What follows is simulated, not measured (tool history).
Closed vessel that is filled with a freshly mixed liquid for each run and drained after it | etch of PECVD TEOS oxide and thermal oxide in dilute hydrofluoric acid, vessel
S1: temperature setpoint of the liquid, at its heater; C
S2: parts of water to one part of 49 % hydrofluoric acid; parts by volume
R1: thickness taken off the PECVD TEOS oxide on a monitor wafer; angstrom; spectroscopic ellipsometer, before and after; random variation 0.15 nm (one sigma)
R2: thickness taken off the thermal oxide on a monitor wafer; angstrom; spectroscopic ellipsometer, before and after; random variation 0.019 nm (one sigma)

{"run": 1, "hour": 0.0, "S1": 25, "S2": 75, "time in the liquid (s)": 100, "R1": 300.88, "R2": 63.619}
{"run": 2, "hour": 3.7, "S1": 23.5, "S2": 75, "time in the liquid (s)": 100, "R1": 283.85, "R2": 60.017}
{"run": 3, "hour": 7.3, "S1": 22.5, "S2": 75, "time in the liquid (s)": 100, "R1": 272.86, "R2": 57.843}
{"run": 4, "hour": 11.0, "S1": 20.5, "S2": 75, "time in the liquid (s)": 100, "R1": 249.5, "R2": 53.097}
{"run": 5, "hour": 12.4, "S1": 20.5, "S2": 75, "time in the liquid (s)": 120, "R1": 300.65, "R2": 63.493}
{"run": 6, "hour": 17.9, "S1": 20.5, "S2": 45, "time in the liquid (s)": 120, "R1": 525.07, "R2": 109.94}
{"run": 7, "hour": 24.9, "S1": 19.5, "S2": 55, "time in the liquid (s)": 120, "R1": 402.44, "R2": 85.1}
{"run": 8, "hour": 30.0, "S1": 19, "S2": 60, "time in the liquid (s)": 120, "R1": 360.17, "R2": 75.903}
{"run": 9, "hour": 37.9, "S1": 17, "S2": 85, "time in the liquid (s)": 120, "R1": 224.27, "R2": 47.785}
{"run": 10, "hour": 41.4, "S1": 17.5, "S2": 85, "time in the liquid (s)": 120, "R1": 231.59, "R2": 48.825}

Forecast run 11:
{"run": 11, "hour": 46.2, "S1": 18, "S2": 85, "time in the liquid (s)": 120, "R1": "?", "R2": "?"}

{"run 11": {"R1": 235.16, "R2": 50.046}}

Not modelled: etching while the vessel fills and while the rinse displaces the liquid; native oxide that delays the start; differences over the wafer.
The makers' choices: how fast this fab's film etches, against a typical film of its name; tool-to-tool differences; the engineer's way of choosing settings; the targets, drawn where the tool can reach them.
